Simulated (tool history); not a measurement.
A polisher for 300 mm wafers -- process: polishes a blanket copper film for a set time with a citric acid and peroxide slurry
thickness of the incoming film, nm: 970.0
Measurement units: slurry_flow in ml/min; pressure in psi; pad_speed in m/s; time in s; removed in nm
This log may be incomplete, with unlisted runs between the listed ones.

| run | hour | slurry_flow | pressure | pad_speed | slurry_solids | time | removed |
|---|---|---|---|---|---|---|---|
| 1 | 0 | 165 | 2.6 | 0.78 | 1 | 54 | 91.897 |
| 2 | 4.5 | 165 | 2.6 | 0.6 | 1 | 54 | 70.403 |
| 3 | 12.8 | 165 | 2.7 | 0.62 | 1 | 54 | 74.242 |
| 4 | 15.3 | 165 | 2.7 | 0.62 | 1.15 | 54 | 77.488 |
|  | 20.2 | head pressure recalibrated |
| 5 | 20.2 | 165 | 2.8 | 0.64 | 1.15 | 54 | 92.505 |
| 6 | 22.5 | 165 | 2.8 | 0.48 | 1.15 | 54 | 70.729 |
| 7 | 26.7 | 165 | 2.9 | 0.5 | 1.15 | 54 | 75.186 |
| 8 | 32.7 | 165 | 2.9 | 0.5 | 1.15 | 54 | 74.852 |

Forecast run 9:
| 9 | 36.3 | 165 | 3 | 0.52 | 1.15 | 54 | ? |

{"run 9": {"removed": 79.072}}
